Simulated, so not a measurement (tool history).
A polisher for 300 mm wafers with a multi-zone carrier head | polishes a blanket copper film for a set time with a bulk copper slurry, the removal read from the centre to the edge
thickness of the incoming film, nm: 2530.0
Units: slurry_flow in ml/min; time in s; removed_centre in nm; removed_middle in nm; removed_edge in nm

run 1 day=0.000 | slurry_flow=275 centre_zone=1.00 middle_zone=1.00 edge_zone=1.00 slurry_solids=1.0 time=37 | removed_centre=408.45 removed_middle=406.94 removed_edge=398.85
run 2 day=0.204 | slurry_flow=275 centre_zone=1.00 middle_zone=0.91 edge_zone=1.00 slurry_solids=1.0 time=37 | removed_centre=405.91 removed_middle=387.22 removed_edge=394.65
run 3 day=0.579 | slurry_flow=275 centre_zone=0.92 middle_zone=0.91 edge_zone=1.00 slurry_solids=1.0 time=37 | removed_centre=377.46 removed_middle=390.28 removed_edge=403.70
run 4 day=0.783 | slurry_flow=275 centre_zone=0.92 middle_zone=0.91 edge_zone=1.05 slurry_solids=1.0 time=37 | removed_centre=377.01 removed_middle=376.78 removed_edge=401.89
run 5 day=1.046 | slurry_flow=275 centre_zone=0.92 middle_zone=0.91 edge_zone=1.05 slurry_solids=1.0 time=28 | removed_centre=291.92 removed_middle=286.17 removed_edge=308.04
run 6 day=1.383 | slurry_flow=275 centre_zone=0.92 middle_zone=0.91 edge_zone=1.10 slurry_solids=1.0 time=28 | removed_centre=284.88 removed_middle=294.20 removed_edge=315.32
run 7 day=1.546 | slurry_flow=290 centre_zone=0.95 middle_zone=0.91 edge_zone=1.09 slurry_solids=1.0 time=28 | removed_centre=298.87 removed_middle=292.95 removed_edge=314.43
run 8 day=1.592 | slurry_flow=310 centre_zone=0.97 middle_zone=0.91 edge_zone=1.09 slurry_solids=1.0 time=28 | removed_centre=306.32 removed_middle=294.44 removed_edge=315.38
run 9 day=1.804 | slurry_flow=320 centre_zone=0.99 middle_zone=0.92 edge_zone=1.09 slurry_solids=1.0 time=28 | removed_centre=308.90 removed_middle=299.57 removed_edge=316.37
run 10 day=2.108 | slurry_flow=320 centre_zone=1.01 middle_zone=0.92 edge_zone=1.09 slurry_solids=1.0 time=28 | removed_centre=314.74 removed_middle=300.20 removed_edge=322.77
run 11 day=2.200 | slurry_flow=320 centre_zone=1.01 middle_zone=0.92 edge_zone=1.09 slurry_solids=1.0 time=28 | removed_centre=314.62 removed_middle=295.48 removed_edge=316.65

Predict the results of run 12:
run 12 day=2.338 | slurry_flow=325 centre_zone=1.02 middle_zone=0.93 edge_zone=1.09 slurry_solids=1.0 time=28 | removed_centre=? removed_middle=? removed_edge=?

removed_centre: 316.11 nm
removed_middle: 301.63 nm
removed_edge: 322.34 nm
